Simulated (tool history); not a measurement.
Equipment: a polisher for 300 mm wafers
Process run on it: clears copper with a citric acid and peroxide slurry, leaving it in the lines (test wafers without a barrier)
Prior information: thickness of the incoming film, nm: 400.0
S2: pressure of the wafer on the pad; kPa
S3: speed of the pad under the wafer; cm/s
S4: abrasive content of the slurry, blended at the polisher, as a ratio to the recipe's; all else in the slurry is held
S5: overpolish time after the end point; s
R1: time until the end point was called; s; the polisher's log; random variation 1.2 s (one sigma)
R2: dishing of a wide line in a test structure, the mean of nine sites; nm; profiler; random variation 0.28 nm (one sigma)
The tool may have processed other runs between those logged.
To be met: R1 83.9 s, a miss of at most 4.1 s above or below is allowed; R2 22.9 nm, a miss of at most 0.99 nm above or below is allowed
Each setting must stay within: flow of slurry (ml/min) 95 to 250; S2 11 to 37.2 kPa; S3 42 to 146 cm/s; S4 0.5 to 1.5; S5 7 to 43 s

run 1 hour=0 | flow_of_slurry_(ml/min)=160 S2=24.1 S3=94 S4=1 S5=22 | R1=158.28 R2=36.271
run 2 hour=3.8 | flow_of_slurry_(ml/min)=165 S2=24.8 S3=100 S4=1 S5=18 | R1=148.62 R2=32.361
run 3 hour=9.3 | flow_of_slurry_(ml/min)=190 S2=25.5 S3=108 S4=0.95 S5=15 | R1=134.35 R2=29.014
run 4 hour=11.9 | flow_of_slurry_(ml/min)=190 S2=25.5 S3=126 S4=0.95 S5=15 | R1=116.63 R2=34.154
run 5 hour=16.9 | flow_of_slurry_(ml/min)=190 S2=25.5 S3=126 S4=1.05 S5=15 | R1=111.12 R2=35.025
run 6 hour=18 | flow_of_slurry_(ml/min)=190 S2=25.5 S3=126 S4=1.2 S5=15 | R1=106.39 R2=35.955
-- hour=20.7 head pressure recalibrated
run 7 hour=20.7 | flow_of_slurry_(ml/min)=205 S2=25.5 S3=126 S4=1.3 S5=13 | R1=97.836 R2=35.338
run 8 hour=23.1 | flow_of_slurry_(ml/min)=220 S2=23.4 S3=132 S4=1.35 S5=11 | R1=96.13 R2=29.999
run 9 hour=28.1 | flow_of_slurry_(ml/min)=230 S2=22.1 S3=136 S4=1.4 S5=10 | R1=98.117 R2=27.893
run 10 hour=34.4 | flow_of_slurry_(ml/min)=230 S2=22.1 S3=136 S4=1.4 S5=10 | R1=100.65 R2=27.55
run 11 hour=41.7 | flow_of_slurry_(ml/min)=235 S2=21.4 S3=138 S4=1.45 S5=9 | R1=97.428 R2=24.904
run 12 hour=49.7 | flow_of_slurry_(ml/min)=235 S2=21.4 S3=138 S4=1.45 S5=9 | R1=97.091 R2=24.797

Exercise: of the 5 proposed moves below, exactly one satisfies all targets within the stated allowed misses. Which move is it?
run A hour=57.7 | flow_of_slurry_(ml/min)=250 S2=24.1 S3=144 S4=1.5 S5=7 | R1=? R2=?
run B hour=57.7 | flow_of_slurry_(ml/min)=230 S2=29.6 S3=146 S4=1.5 S5=7 | R1=? R2=?
run C hour=57.7 | flow_of_slurry_(ml/min)=240 S2=34.5 S3=142 S4=1.1 S5=7 | R1=? R2=?
run D hour=57.7 | flow_of_slurry_(ml/min)=230 S2=24.8 S3=144 S4=1.45 S5=8 | R1=? R2=?
run E hour=57.7 | flow_of_slurry_(ml/min)=190 S2=31 S3=146 S4=1.35 S5=7 | R1=? R2=?

move=A R1=84.011 R2=22.457
move=B R1=73.102 R2=25.655
move=C R1=74.059 R2=25.41
move=D R1=84.033 R2=25.438
move=E R1=74.58 R2=25.2
A: meets every target
B: pushes the last run's worst result past its target
C: pushes the last run's worst result past its target
D: meets the target for the result that was furthest off, but another lies outside its allowed miss
E: pushes the last run's worst result past its target
Correct choice: A, which meets every target

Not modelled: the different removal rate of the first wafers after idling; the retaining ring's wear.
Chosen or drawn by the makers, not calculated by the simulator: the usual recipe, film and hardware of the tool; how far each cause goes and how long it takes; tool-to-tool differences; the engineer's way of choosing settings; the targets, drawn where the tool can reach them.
